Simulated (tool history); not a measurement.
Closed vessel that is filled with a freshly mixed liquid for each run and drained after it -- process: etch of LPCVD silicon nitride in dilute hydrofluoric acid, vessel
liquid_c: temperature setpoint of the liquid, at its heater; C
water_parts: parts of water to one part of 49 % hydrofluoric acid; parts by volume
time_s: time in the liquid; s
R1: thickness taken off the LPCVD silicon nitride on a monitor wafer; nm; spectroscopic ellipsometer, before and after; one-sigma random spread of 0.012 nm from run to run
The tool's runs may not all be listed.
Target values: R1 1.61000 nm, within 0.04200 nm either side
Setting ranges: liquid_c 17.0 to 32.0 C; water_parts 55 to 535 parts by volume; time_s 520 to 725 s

Run 1, hour 0.0: liquid_c 24.0 C, water_parts 295 parts by volume, time_s 725 s. Result: R1 1.12490 nm.
Run 2, hour 9.0: liquid_c 24.0 C, water_parts 295 parts by volume, time_s 520 s. Result: R1 0.81884 nm.
Run 3, hour 15.0: liquid_c 24.0 C, water_parts 295 parts by volume, time_s 520 s. Result: R1 0.80855 nm.
Run 4, hour 24.8: liquid_c 24.0 C, water_parts 375 parts by volume, time_s 520 s. Result: R1 0.64478 nm.
Run 5, hour 27.0: liquid_c 24.0 C, water_parts 450 parts by volume, time_s 520 s. Result: R1 0.53539 nm.
Run 6, hour 33.4: liquid_c 25.5 C, water_parts 405 parts by volume, time_s 525 s. Result: R1 0.65693 nm.
Run 7, hour 35.4: liquid_c 27.0 C, water_parts 370 parts by volume, time_s 525 s. Result: R1 0.77456 nm.
Run 8, hour 39.2: liquid_c 28.0 C, water_parts 335 parts by volume, time_s 525 s. Result: R1 0.92059 nm.
Run 9, hour 43.7: liquid_c 29.0 C, water_parts 310 parts by volume, time_s 525 s. Result: R1 1.05320 nm.
Run 10, hour 47.8: liquid_c 29.5 C, water_parts 290 parts by volume, time_s 525 s. Result: R1 1.16930 nm.
Run 11, hour 52.1: liquid_c 30.0 C, water_parts 280 parts by volume, time_s 525 s. Result: R1 1.22170 nm.
Run 12, hour 59.2: liquid_c 30.5 C, water_parts 270 parts by volume, time_s 525 s. Result: R1 1.32950 nm.

Consider the 4 candidate settings below. Which is the only one whose results all fall within their allowed miss of target?
Run A, hour 66.3: liquid_c 24.5 C, water_parts 230 parts by volume, time_s 725 s. Result: R1 ?.
Run B, hour 66.3: liquid_c 31.5 C, water_parts 300 parts by volume, time_s 670 s. Result: R1 ?.
Run C, hour 66.3: liquid_c 30.0 C, water_parts 300 parts by volume, time_s 685 s. Result: R1 ?.
Run D, hour 66.3: liquid_c 31.5 C, water_parts 315 parts by volume, time_s 650 s. Result: R1 ?.

move       R1
   A  1.49960
   B  1.60440
   C  1.50590
   D  1.47960
A: gains on the last run, yet a result remains outside its allowed miss
B: every result within its allowed miss
C: gains on the last run, yet a result remains outside its allowed miss
D: gains on the last run, yet a result remains outside its allowed miss
The right move is B.

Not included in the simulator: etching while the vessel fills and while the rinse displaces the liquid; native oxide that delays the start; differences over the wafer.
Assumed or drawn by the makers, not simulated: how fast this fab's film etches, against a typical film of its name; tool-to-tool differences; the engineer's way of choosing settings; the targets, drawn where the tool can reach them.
